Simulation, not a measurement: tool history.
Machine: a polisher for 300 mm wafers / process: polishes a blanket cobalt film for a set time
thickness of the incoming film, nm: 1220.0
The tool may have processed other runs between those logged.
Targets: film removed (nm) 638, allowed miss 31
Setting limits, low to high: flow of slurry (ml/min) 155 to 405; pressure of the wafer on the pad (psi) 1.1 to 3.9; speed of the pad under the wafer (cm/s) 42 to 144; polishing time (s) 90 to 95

run,hour,flow of slurry (ml/min),pressure of the wafer on the pad (psi),speed of the pad under the wafer (cm/s),polishing time (s),film removed (nm)
1,0,260,2.5,92,90,428.55
2,8.9,260,2.7,92,90,470.84
3,13.2,260,2.8,92,90,472.35
4,22.3,260,2.9,92,90,484.1
5,30.7,260,3,92,90,504.32
6,33.8,235,3,92,90,504.48
7,34.8,235,3.1,92,90,524.35
8,43.5,235,3.2,92,90,548.18
9,49.4,235,3.3,92,90,541.28
10,51.8,235,3.4,92,90,569.7

Exactly one of the 4 candidate moves below puts every result within its allowed miss. Which one?
A,54.2,305,3.6,98,95,?
B,54.2,210,3.4,98,95,?
C,54.2,260,3.4,90,90,?
D,54.2,200,3.9,98,95,?

move,film removed (nm)
A,690.85
B,625.8
C,563.32
D,710.72
A: carries the result that was furthest off beyond its target, to the other side
B: every result lands within tolerance
C: misses by more than the last run did
D: carries the result that was furthest off beyond its target, to the other side
Go with B: it meets all targets.
